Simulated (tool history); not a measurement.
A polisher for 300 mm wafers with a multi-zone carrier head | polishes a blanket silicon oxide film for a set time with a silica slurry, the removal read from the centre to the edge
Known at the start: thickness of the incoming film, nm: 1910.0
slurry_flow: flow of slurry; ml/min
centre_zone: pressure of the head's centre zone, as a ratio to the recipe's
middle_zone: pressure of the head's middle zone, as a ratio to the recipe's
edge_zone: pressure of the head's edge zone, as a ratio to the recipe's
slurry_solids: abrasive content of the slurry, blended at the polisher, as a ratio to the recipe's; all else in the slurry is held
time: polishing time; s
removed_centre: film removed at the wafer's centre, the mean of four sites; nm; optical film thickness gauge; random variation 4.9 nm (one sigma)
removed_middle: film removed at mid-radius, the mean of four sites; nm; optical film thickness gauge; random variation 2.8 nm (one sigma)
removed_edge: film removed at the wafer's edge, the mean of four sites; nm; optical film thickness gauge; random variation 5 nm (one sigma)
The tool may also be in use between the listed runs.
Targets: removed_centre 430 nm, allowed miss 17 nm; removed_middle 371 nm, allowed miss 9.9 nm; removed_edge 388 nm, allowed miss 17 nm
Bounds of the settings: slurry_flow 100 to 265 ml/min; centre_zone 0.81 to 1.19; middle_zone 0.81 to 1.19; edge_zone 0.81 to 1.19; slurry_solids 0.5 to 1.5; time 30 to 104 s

{"run": 1, "hour": 0.0, "slurry_flow": 170, "centre_zone": 1, "middle_zone": 1, "edge_zone": 1, "slurry_solids": 1, "time": 67, "removed_centre": 254.36, "removed_middle": 263.66, "removed_edge": 254.29}
{"run": 2, "hour": 8.0, "slurry_flow": 180, "centre_zone": 1.03, "middle_zone": 1, "edge_zone": 1.03, "slurry_solids": 1.1, "time": 68, "removed_centre": 284.84, "removed_middle": 286.02, "removed_edge": 284.25}
{"run": 3, "hour": 14.2, "slurry_flow": 180, "centre_zone": 1.03, "middle_zone": 1.05, "edge_zone": 1.03, "slurry_solids": 1.1, "time": 68, "removed_centre": 287.86, "removed_middle": 296.32, "removed_edge": 281.09}
{"run": 4, "hour": 18.8, "slurry_flow": 190, "centre_zone": 1.06, "middle_zone": 1.05, "edge_zone": 1.06, "slurry_solids": 1.15, "time": 68, "removed_centre": 304.96, "removed_middle": 305.97, "removed_edge": 298.22}
{"run": 5, "hour": 25.8, "slurry_flow": 190, "centre_zone": 1.06, "middle_zone": 1.05, "edge_zone": 1.06, "slurry_solids": 1.3, "time": 68, "removed_centre": 321.13, "removed_middle": 324.26, "removed_edge": 311.74}
{"run": 6, "hour": 33.5, "slurry_flow": 190, "centre_zone": 1.06, "middle_zone": 1.05, "edge_zone": 1.06, "slurry_solids": 1.3, "time": 82, "removed_centre": 387.31, "removed_middle": 386.06, "removed_edge": 378.66}
{"run": 7, "hour": 41.3, "slurry_flow": 190, "centre_zone": 1.06, "middle_zone": 1.05, "edge_zone": 1.06, "slurry_solids": 1.3, "time": 82, "removed_centre": 393.48, "removed_middle": 390.43, "removed_edge": 389.76}
{"run": 8, "hour": 44.6, "slurry_flow": 190, "centre_zone": 1.08, "middle_zone": 1.04, "edge_zone": 1.06, "slurry_solids": 1.3, "time": 82, "removed_centre": 398.9, "removed_middle": 384.8, "removed_edge": 379.4}

4 next moves are on the table. One of them brings every result within its allowed miss. Which?
{"run": "A", "hour": 47.9, "slurry_flow": 190, "centre_zone": 1.13, "middle_zone": 0.96, "edge_zone": 1.08, "slurry_solids": 1.15, "time": 89, "removed_centre": "?", "removed_middle": "?", "removed_edge": "?"}
{"run": "B", "hour": 47.9, "slurry_flow": 200, "centre_zone": 1.08, "middle_zone": 1.03, "edge_zone": 1.08, "slurry_solids": 1.35, "time": 82, "removed_centre": "?", "removed_middle": "?", "removed_edge": "?"}
{"run": "C", "hour": 47.9, "slurry_flow": 200, "centre_zone": 1.1, "middle_zone": 1.19, "edge_zone": 1.08, "slurry_solids": 1.2, "time": 75, "removed_centre": "?", "removed_middle": "?", "removed_edge": "?"}
{"run": "D", "hour": 47.9, "slurry_flow": 185, "centre_zone": 1.06, "middle_zone": 1.02, "edge_zone": 1.08, "slurry_solids": 1.3, "time": 84, "removed_centre": "?", "removed_middle": "?", "removed_edge": "?"}

move=A removed_centre=419.31 removed_middle=368.88 removed_edge=385.62
move=B removed_centre=402.78 removed_middle=392.7 removed_edge=386.15
move=C removed_centre=354.94 removed_middle=383.19 removed_edge=333
move=D removed_centre=393.24 removed_middle=388.06 removed_edge=385.77
A: meets every target
B: further off than the last run
C: further off than the last run
D: further off than the last run
Answer: A
